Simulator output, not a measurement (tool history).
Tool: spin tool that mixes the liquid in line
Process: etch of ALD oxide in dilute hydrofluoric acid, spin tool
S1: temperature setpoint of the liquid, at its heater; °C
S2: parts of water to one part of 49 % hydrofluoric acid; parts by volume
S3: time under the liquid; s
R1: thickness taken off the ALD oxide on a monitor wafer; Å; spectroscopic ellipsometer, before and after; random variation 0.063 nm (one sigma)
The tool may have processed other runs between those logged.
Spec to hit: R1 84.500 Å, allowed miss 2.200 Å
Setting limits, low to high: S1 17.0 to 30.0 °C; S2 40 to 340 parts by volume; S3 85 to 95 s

run,hour,S1,S2,S3,R1
1,0.0,22.0,190,85,59.805
2,5.2,20.0,190,85,55.782
3,7.3,21.0,190,85,57.429
4,13.5,21.0,190,85,58.338
5,21.9,22.0,190,85,60.222
6,27.3,23.0,190,85,63.099
7,33.2,24.0,190,85,65.321
8,38.2,24.5,190,85,65.360
9,42.5,24.5,190,85,66.280
10,51.6,28.5,180,85,81.386

Below are 4 possible settings for the next run. Only one of them brings all results inside the allowed miss of their targets. Which is it?
A,60.7,27.5,175,95,?
B,60.7,28.0,180,95,?
C,60.7,28.5,175,85,?
D,60.7,29.5,170,85,?

move,R1
A,90.969
B,89.510
C,84.377
D,90.576
A: takes the biggest miss from the last run beyond its target
B: takes the biggest miss from the last run beyond its target
C: hits every target within its allowed miss
D: takes the biggest miss from the last run beyond its target
Correct choice: C, which meets every target
